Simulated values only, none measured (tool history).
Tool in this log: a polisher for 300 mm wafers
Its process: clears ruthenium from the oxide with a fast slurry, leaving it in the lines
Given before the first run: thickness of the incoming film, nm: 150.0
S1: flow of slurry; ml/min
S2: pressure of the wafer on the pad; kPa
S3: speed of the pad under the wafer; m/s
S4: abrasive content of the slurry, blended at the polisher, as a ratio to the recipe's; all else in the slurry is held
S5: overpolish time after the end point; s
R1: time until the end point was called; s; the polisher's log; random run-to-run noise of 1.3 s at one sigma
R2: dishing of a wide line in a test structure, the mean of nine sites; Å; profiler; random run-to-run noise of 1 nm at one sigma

run  hour   S1    S2    S3    S4  S5      R1      R2
  1     0  255  14.5  1.26     1  16  41.155  476.71
  2   2.9  255  15.9  1.26     1  16  38.856  496.18
  3   7.1  255  15.9  1.46     1  16  33.689  588.12
  4     9  255  18.6  1.46     1  16  28.875  657.16
  5  15.4  255  18.6  1.46   1.2  16  26.603  727.44
  6  22.1  255  18.6  1.62   1.2  16  24.322  789.41
  7  30.3  250  15.2   1.4  1.15  18  33.469   630.5

Run 8 comes next. What will it give?
  8  38.3  250  12.4  1.24  1.1  20   ?   ?

R1: 44.987 s
R2: 548.74 Å

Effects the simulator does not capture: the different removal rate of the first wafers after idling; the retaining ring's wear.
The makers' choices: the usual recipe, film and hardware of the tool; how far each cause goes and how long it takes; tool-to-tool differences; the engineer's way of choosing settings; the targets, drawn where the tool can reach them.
